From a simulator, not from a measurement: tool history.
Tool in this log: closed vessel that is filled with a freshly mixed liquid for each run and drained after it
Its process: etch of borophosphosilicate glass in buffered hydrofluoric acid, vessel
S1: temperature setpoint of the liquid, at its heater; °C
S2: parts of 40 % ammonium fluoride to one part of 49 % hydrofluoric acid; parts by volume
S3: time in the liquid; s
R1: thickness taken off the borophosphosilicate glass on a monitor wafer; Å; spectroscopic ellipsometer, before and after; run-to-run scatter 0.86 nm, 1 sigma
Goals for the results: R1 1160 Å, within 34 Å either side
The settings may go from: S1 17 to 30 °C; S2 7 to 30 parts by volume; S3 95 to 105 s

{"run": 1, "day": 0.0, "S1": 22, "S2": 19, "S3": 95, "R1": 1416.4}
{"run": 2, "day": 0.333, "S1": 21.5, "S2": 19, "S3": 95, "R1": 1382.6}
{"run": 3, "day": 0.425, "S1": 21.5, "S2": 15.5, "S3": 95, "R1": 1681}
{"run": 4, "day": 0.467, "S1": 21.5, "S2": 12.5, "S3": 95, "R1": 2084.4}
{"run": 5, "day": 0.562, "S1": 24, "S2": 12.5, "S3": 95, "R1": 2353.6}
{"run": 6, "day": 0.721, "S1": 23.5, "S2": 13, "S3": 95, "R1": 2235.2}
{"run": 7, "day": 0.962, "S1": 23, "S2": 13.5, "S3": 95, "R1": 2093.9}
{"run": 8, "day": 1.196, "S1": 22.5, "S2": 14, "S3": 95, "R1": 1924.3}
{"run": 9, "day": 1.254, "S1": 18.5, "S2": 17.5, "S3": 95, "R1": 1269.4}

Which one of the following 5 next-run settings gets every result inside its allowed miss? There is exactly one.
{"run": "A", "day": 1.312, "S1": 18.5, "S2": 17, "S3": 105, "R1": "?"}
{"run": "B", "day": 1.312, "S1": 17, "S2": 15.5, "S3": 95, "R1": "?"}
{"run": "C", "day": 1.312, "S1": 19.5, "S2": 17, "S3": 95, "R1": "?"}
{"run": "D", "day": 1.312, "S1": 18, "S2": 15.5, "S3": 100, "R1": "?"}
{"run": "E", "day": 1.312, "S1": 17.5, "S2": 18, "S3": 95, "R1": "?"}

move=A R1=1425.1
move=B R1=1298.7
move=C R1=1363.4
move=D R1=1446.2
move=E R1=1151.8
A: further off than the last run
B: further off than the last run
C: further off than the last run
D: further off than the last run
E: every result within its allowed miss
Go with E: it meets all targets.
